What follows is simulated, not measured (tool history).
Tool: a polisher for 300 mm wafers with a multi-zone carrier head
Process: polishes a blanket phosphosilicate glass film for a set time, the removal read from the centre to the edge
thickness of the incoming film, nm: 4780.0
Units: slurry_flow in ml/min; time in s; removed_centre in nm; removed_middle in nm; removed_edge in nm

Run 1, hour 0: slurry_flow 290 ml/min, centre_zone 1, middle_zone 1, edge_zone 1, slurry_solids 1, time 75 s. Result: removed_centre 467.75 nm, removed_middle 442.27 nm, removed_edge 453.67 nm.
Run 2, hour 8.7: slurry_flow 290 ml/min, centre_zone 0.96, middle_zone 1, edge_zone 1, slurry_solids 1, time 75 s. Result: removed_centre 434.9 nm, removed_middle 432.71 nm, removed_edge 455.97 nm.
Run 3, hour 13.2: slurry_flow 295 ml/min, centre_zone 1, middle_zone 1.01, edge_zone 1.03, slurry_solids 1.15, time 77 s. Result: removed_centre 492.33 nm, removed_middle 487.02 nm, removed_edge 498.79 nm.
Run 4, hour 19: slurry_flow 300 ml/min, centre_zone 1.04, middle_zone 1, edge_zone 1.05, slurry_solids 1.25, time 80 s. Result: removed_centre 566.33 nm, removed_middle 506.51 nm, removed_edge 536.87 nm.
Run 5, hour 20.5: slurry_flow 300 ml/min, centre_zone 0.97, middle_zone 1, edge_zone 1.05, slurry_solids 1.25, time 80 s. Result: removed_centre 519.23 nm, removed_middle 520.68 nm, removed_edge 538.89 nm.
Run 6, hour 29.1: slurry_flow 300 ml/min, centre_zone 1.04, middle_zone 1, edge_zone 1.05, slurry_solids 1.25, time 80 s. Result: removed_centre 574.13 nm, removed_middle 505.09 nm, removed_edge 535.02 nm.
Run 7, hour 36.8: slurry_flow 300 ml/min, centre_zone 1.05, middle_zone 1.02, edge_zone 1.07, slurry_solids 1.3, time 83 s. Result: removed_centre 594.76 nm, removed_middle 548.21 nm, removed_edge 579.58 nm.
Run 8, hour 40.1: slurry_flow 305 ml/min, centre_zone 1.08, middle_zone 1.04, edge_zone 1.08, slurry_solids 1.35, time 84 s. Result: removed_centre 632.84 nm, removed_middle 572.88 nm, removed_edge 593 nm.

Forecast run 9:
Run 9, hour 48.5: slurry_flow 310 ml/min, centre_zone 1.1, middle_zone 1.05, edge_zone 1.09, slurry_solids 1.4, time 85 s. Result: removed_centre ?, removed_middle ?, removed_edge ?.

{"run 9": {"removed_centre": 645.27, "removed_middle": 604.73, "removed_edge": 604.57}}
